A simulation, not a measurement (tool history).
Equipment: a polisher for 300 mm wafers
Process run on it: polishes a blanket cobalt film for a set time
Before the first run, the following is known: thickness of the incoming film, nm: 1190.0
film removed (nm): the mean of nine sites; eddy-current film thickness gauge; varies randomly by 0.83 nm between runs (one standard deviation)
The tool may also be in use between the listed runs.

| run | hour | flow of slurry (ml/min) | pressure of the wafer on the pad (kPa) | speed of the pad under the wafer (cm/s) | polishing time (s) | film removed (nm) |
|---|---|---|---|---|---|---|
| 1 | 0.0 | 240 | 9.7 | 90 | 18 | 51.099 |
| 2 | 8.0 | 240 | 7.6 | 90 | 18 | 40.674 |
| 3 | 11.5 | 240 | 7.6 | 76 | 18 | 35.581 |
| 4 | 15.9 | 240 | 9.7 | 78 | 18 | 43.864 |
| 5 | 23.5 | 240 | 9.7 | 66 | 18 | 37.519 |
| 6 | 24.9 | 240 | 9.7 | 66 | 16 | 33.148 |
| 7 | 25.6 | 240 | 12.4 | 84 | 16 | 51.457 |

The next listed run, before its measurement:
| 8 | 27.3 | 240 | 15.2 | 88 | 16 | ? |

Logged for run 8: film removed (nm) 65.089.

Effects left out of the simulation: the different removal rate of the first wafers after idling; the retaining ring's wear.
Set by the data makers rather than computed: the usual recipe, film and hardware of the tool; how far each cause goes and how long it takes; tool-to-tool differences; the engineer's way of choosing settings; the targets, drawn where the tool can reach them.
